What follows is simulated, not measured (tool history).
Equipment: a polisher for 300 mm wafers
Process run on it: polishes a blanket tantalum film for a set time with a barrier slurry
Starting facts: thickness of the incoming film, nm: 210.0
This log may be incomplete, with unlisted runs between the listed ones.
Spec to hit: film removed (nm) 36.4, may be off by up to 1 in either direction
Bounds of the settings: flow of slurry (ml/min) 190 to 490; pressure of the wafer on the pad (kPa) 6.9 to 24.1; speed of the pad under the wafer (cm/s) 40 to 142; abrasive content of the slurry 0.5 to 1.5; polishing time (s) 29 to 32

run,hour,flow of slurry (ml/min),pressure of the wafer on the pad (kPa),speed of the pad under the wafer (cm/s),abrasive content of the slurry,polishing time (s),film removed (nm)
1,0,315,15.2,90,1,32,50.233
2,5.2,315,15.2,90,1,29,45.693
3,14.2,255,15.2,90,1,29,44.784
4,15.4,255,15.2,90,1,29,44.779
5,21.3,255,15.2,80,1,29,40.582
6,29.3,255,15.2,80,1,29,40.642
7,30.6,250,14.5,80,1,29,39.573
8,32.4,250,13.8,80,1,29,38.798

Exercise: of the 5 proposed moves below, exactly one satisfies all targets within the stated allowed misses. Which move is it?
A,34.2,270,11.7,84,1,29,?
B,34.2,255,13.1,92,1,29,?
C,34.2,215,13.1,80,1.05,32,?
D,34.2,330,12.4,82,1.2,30,?
E,34.2,215,13.8,64,1.5,29,?

move,film removed (nm)
A,36.955
B,41.817
C,41.131
D,40.868
E,35.054
A: each result inside its tolerance
B: moves away from the targets compared with the last run
C: moves away from the targets compared with the last run
D: moves away from the targets compared with the last run
E: takes the result that was furthest off past its target
Move A is the one to make.
